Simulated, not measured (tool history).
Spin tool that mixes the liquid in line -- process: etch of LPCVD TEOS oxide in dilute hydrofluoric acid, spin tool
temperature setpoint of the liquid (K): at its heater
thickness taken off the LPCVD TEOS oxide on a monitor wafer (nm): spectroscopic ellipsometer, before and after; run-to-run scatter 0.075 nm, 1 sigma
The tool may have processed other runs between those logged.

run    day  temperature setpoint of the liquid (K)  parts of water to one part of 49 % hydrofluoric acid (parts by volume)  time under the liquid (s)  thickness taken off the LPCVD TEOS oxide on a monitor wafer (nm)
  1      0                                  294.15                                                                     295                        320                                                            12.994
  2  0.221                                  294.15                                                                     355                        320                                                            10.253
  3   0.55                                  294.15                                                                     355                        345                                                            11.028
  4  0.767                                  296.65                                                                     335                        345                                                            12.891
  5  0.946                                  298.15                                                                     315                        345                                                            14.713
  6  1.008                                  299.15                                                                     305                        345                                                            15.925

Run 7, settings as shown, results not yet in. Your forecast:
  7  1.067                                  300.15                                                                     300                        345                                                                 ?

{"run 7": {"thickness taken off the LPCVD TEOS oxide on a monitor wafer (nm)": 16.747}}
